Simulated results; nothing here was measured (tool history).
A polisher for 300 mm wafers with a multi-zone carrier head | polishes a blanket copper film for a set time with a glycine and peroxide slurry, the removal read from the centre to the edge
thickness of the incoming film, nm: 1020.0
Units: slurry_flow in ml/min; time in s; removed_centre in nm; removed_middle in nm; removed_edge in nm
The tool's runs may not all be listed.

run  hour  slurry_flow  centre_zone  middle_zone  edge_zone  time  removed_centre  removed_middle  removed_edge
  1     0          140            1            1          1    61          290.17          286.53        287.23
  2   6.7          170            1            1          1    61          304.04          300.87        292.51
  3   7.3          170            1            1          1    76          381.17          375.63        364.24
  4  15.8          160            1         0.97       0.98    73          352.46          348.47        345.02
  5  22.4          160            1         1.01       0.98    73          347.01          364.51        348.88
  6  26.8          160            1         0.96       0.98    73          362.36          350.64        345.49
  7  33.3          150            1         0.94       0.98    70           331.5          324.17        329.58
  8  34.9          145         1.01         0.92       0.98    68          319.94          303.61        318.53
  9    38          140         1.02          0.9       0.97    66          324.88          293.79        303.89

The next listed run, before its measurement:
 10  40.3          105         0.99         0.81       1.04    56               ?               ?             ?

removed_centre: 239.16 nm
removed_middle: 208.39 nm
removed_edge: 253.89 nm

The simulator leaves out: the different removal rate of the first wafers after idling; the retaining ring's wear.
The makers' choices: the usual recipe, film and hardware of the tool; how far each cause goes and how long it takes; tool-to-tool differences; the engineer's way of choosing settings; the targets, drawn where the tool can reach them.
